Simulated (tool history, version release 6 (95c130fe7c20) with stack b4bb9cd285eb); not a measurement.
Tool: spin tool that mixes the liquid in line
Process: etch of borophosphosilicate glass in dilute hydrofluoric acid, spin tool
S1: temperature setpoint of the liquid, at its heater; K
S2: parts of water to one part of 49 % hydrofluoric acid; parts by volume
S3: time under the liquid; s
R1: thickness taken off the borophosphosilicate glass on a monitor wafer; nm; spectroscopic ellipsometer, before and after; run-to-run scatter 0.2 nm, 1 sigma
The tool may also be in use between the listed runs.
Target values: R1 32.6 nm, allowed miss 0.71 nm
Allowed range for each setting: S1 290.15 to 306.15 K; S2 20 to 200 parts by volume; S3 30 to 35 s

Run 1, hour 0: S1 298.15 K, S2 110 parts by volume, S3 35 s. Result: R1 13.537 nm.
Run 2, hour 7.7: S1 298.15 K, S2 110 parts by volume, S3 35 s. Result: R1 13.351 nm.
Run 3, hour 13.3: S1 299.15 K, S2 105 parts by volume, S3 35 s. Result: R1 14.692 nm.
Run 4, hour 17.2: S1 299.65 K, S2 100 parts by volume, S3 35 s. Result: R1 15.85 nm.
Run 5, hour 23.2: S1 300.15 K, S2 95 parts by volume, S3 35 s. Result: R1 17.289 nm.
Run 6, hour 25.9: S1 302.15 K, S2 95 parts by volume, S3 35 s. Result: R1 18.456 nm.
At hour 34.4: hydrofluoric acid flow meter replaced.
Run 7, hour 34.4: S1 302.65 K, S2 90 parts by volume, S3 35 s. Result: R1 21.831 nm.
Run 8, hour 35.3: S1 303.15 K, S2 90 parts by volume, S3 35 s. Result: R1 22.657 nm.
Run 9, hour 39: S1 303.65 K, S2 90 parts by volume, S3 35 s. Result: R1 22.786 nm.

Exercise: of the 4 proposed moves below, exactly one satisfies all targets within the stated allowed misses. Which move is it?
Run A, hour 42.7: S1 303.15 K, S2 80 parts by volume, S3 35 s. Result: R1 ?.
Run B, hour 42.7: S1 304.65 K, S2 55 parts by volume, S3 35 s. Result: R1 ?.
Run C, hour 42.7: S1 305.65 K, S2 70 parts by volume, S3 35 s. Result: R1 ?.
Run D, hour 42.7: S1 304.15 K, S2 70 parts by volume, S3 35 s. Result: R1 ?.

move      R1
   A  25.673
   B  41.087
   C  32.752
   D   30.94
A: an improvement on the last run, though not all results are within tolerance
B: moves the result that the last run missed by most past its target, out the other side
C: all results in spec
D: an improvement on the last run, though not all results are within tolerance
Answer: C

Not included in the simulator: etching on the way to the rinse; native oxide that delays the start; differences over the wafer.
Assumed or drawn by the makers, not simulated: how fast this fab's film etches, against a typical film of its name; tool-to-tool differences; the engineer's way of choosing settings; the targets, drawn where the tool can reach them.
